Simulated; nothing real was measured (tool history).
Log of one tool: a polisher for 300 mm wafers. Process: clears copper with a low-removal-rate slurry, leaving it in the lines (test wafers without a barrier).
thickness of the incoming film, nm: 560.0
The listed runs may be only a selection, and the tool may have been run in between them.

run    day  flow of slurry (ml/min)  pressure of the wafer on the pad (psi)  speed of the pad under the wafer (m/s)  abrasive content of the slurry  overpolish time after the end point (s)  time until the end point was called (s)  dishing of a wide line in a test structure (angstrom)
  1  0.000                      155                                     4.0                                    0.98                             1.0                                       29                                   173.27                                                 471.16
  2  0.321                      155                                     4.0                                    0.98                             1.0                                       34                                   174.02                                                 505.85
  3  0.388                      155                                     4.0                                    0.98                             1.0                                       25                                   173.16                                                 424.29
  4  0.450                      155                                     3.8                                    0.96                             1.0                                       30                                   181.77                                                 466.13
  5  0.788                      155                                     3.6                                    0.96                             1.0                                       33                                   194.57                                                 474.24
  6  1.138                      155                                     3.5                                    0.96                             1.0                                       36                                   193.71                                                 482.93
  7  1.362                      155                                     3.4                                    0.94                             1.0                                       39                                   199.34                                                 505.19

Run 8 comes next. What will it give?
  8  1.688                      155                                     3.3                                    0.94                             1.0                                       41                                        ?                                                      ?

{"run 8": {"time until the end point was called (s)": 209.66, "dishing of a wide line in a test structure (angstrom)": 499.26}}
